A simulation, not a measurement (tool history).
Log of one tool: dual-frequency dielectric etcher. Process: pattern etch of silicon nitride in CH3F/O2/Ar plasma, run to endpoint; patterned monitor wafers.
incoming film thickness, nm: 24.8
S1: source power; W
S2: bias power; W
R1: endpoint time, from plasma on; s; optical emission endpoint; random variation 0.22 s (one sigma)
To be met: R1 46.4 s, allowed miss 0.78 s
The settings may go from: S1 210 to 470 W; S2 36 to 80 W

run 1 day=0 | S1=340 S2=58 | R1=40.943
run 2 day=0.271 | S1=310 S2=57 | R1=42.626
run 3 day=0.475 | S1=360 S2=57 | R1=40.803
run 4 day=0.554 | S1=360 S2=65 | R1=38.893
run 5 day=0.925 | S1=320 S2=62 | R1=41.331
run 6 day=1.088 | S1=290 S2=61 | R1=43.138
run 7 day=1.412 | S1=270 S2=60 | R1=44.622
run 8 day=1.621 | S1=260 S2=60 | R1=44.842

Which of these 4 next moves meets every target?
run A day=1.829 | S1=290 S2=64 | R1=?
run B day=1.829 | S1=210 S2=68 | R1=?
run C day=1.829 | S1=270 S2=64 | R1=?
run D day=1.829 | S1=300 S2=57 | R1=?

move=A R1=42.531
move=B R1=46.69
move=C R1=43.625
move=D R1=43.586
A: further off than the last run
B: meets every target
C: further off than the last run
D: further off than the last run
Answer: B
